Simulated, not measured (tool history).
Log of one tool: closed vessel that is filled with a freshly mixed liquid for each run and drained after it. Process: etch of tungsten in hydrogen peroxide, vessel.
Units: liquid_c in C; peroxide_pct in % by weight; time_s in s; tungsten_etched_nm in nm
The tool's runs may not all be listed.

run,hour,liquid_c,peroxide_pct,time_s,tungsten_etched_nm
1,0.0,52.0,16.5,120,103.170
2,2.6,53.0,16.5,120,111.010
3,4.1,50.0,16.5,120,91.371
4,11.8,46.5,16.5,120,74.443
5,16.4,46.5,19.0,120,77.839
6,23.7,48.0,19.0,120,85.766

Run 7 comes next. What will it give?
7,24.7,49.5,19.0,120,?

tungsten_etched_nm: 93.694 nm
